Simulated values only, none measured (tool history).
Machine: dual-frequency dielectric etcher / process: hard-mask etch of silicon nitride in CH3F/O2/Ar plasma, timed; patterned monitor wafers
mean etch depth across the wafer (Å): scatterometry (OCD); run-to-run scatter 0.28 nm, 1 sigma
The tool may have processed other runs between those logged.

| run | hour | source power (kW) | bias power (kW) | etch time (s) | mean etch depth across the wafer (Å) |
|---|---|---|---|---|---|
| 1 | 0 | 0.29 | 0.088 | 194 | 1332.1 |
| 2 | 2.4 | 0.27 | 0.087 | 194 | 1287.5 |
| 3 | 9.4 | 0.25 | 0.086 | 194 | 1251.1 |
| 4 | 11.4 | 0.25 | 0.102 | 194 | 1339 |
| 5 | 13.4 | 0.25 | 0.109 | 194 | 1369.4 |
| 6 | 22.3 | 0.23 | 0.104 | 194 | 1306.3 |
| 7 | 31 | 0.18 | 0.088 | 194 | 1116.5 |

Expected results for the next run?
| 8 | 35.3 | 0.21 | 0.089 | 194 | ? |

Run 8 yielded mean etch depth across the wafer (Å) 1189.7.

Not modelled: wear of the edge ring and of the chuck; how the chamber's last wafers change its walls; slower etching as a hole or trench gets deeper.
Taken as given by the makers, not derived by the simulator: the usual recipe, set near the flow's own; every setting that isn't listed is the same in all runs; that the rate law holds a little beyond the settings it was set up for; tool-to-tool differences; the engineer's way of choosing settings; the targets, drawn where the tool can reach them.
